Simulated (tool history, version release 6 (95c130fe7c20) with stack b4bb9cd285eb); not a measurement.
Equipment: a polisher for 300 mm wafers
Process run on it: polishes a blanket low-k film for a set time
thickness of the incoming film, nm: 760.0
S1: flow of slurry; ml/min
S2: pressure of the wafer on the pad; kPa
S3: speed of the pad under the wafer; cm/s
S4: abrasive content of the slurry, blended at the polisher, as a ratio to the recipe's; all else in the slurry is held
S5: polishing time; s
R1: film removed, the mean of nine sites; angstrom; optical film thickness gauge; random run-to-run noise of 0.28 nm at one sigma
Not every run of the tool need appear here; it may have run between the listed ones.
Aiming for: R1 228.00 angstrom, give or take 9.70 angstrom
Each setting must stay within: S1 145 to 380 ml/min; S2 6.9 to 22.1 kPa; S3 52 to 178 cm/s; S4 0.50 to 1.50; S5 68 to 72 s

run,hour,S1,S2,S3,S4,S5,R1
1,0.0,245,14.5,114,1.00,68,333.49
2,4.6,245,14.5,114,1.00,72,348.10
3,12.2,245,14.5,132,1.00,72,387.50
4,13.5,245,17.9,132,1.00,72,475.81
5,14.9,245,17.9,132,1.10,72,498.53
6,19.4,245,15.2,126,1.10,72,410.24
7,24.7,245,13.1,122,1.10,72,342.46
8,29.1,245,11.7,120,1.10,72,307.39
9,35.9,245,11.0,120,1.10,72,291.15
10,43.6,245,10.3,120,1.10,72,265.43
11,47.9,245,9.7,120,1.10,72,256.68

Which one of the following 4 next-run settings gets every result inside its allowed miss? There is exactly one.
A,52.2,275,9.7,128,1.05,68,?
B,52.2,320,10.3,102,1.35,68,?
C,52.2,235,10.3,120,1.10,68,?
D,52.2,175,10.3,118,0.95,68,?

move,R1
A,250.32
B,249.75
C,254.23
D,227.08
A: nearer than the last run, and not there yet
B: nearer than the last run, and not there yet
C: nearer than the last run, and not there yet
D: meets every target
Go with D: it meets all targets.

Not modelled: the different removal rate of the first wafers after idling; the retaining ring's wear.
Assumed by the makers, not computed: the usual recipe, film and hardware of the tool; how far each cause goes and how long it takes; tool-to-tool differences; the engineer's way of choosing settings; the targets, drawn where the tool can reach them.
